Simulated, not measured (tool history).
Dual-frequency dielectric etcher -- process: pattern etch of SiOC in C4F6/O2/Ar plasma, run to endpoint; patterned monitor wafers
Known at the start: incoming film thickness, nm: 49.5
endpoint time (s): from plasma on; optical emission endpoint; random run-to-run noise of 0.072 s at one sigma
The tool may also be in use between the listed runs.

run  hour  bias power (kW)  source power (kW)  endpoint time (s)
  1   0.0            0.583              0.360             15.274
  2   6.7            0.583              0.410             14.453
  3  14.9            0.527              0.380             15.283
  4  20.1            0.573              0.380             15.062
  5  25.9            0.519              0.380             15.423
  6  30.1            0.519              0.410             15.056
  7  37.1            0.477              0.370             16.024
  8  46.1            0.445              0.340             17.067
  9  54.8            0.422              0.330             17.398
 10  62.4            0.404              0.320             17.890

Predict the results of run 11:
 11  69.6            0.391              0.310                  ?

{"run 11": {"endpoint time (s)": 18.105}}

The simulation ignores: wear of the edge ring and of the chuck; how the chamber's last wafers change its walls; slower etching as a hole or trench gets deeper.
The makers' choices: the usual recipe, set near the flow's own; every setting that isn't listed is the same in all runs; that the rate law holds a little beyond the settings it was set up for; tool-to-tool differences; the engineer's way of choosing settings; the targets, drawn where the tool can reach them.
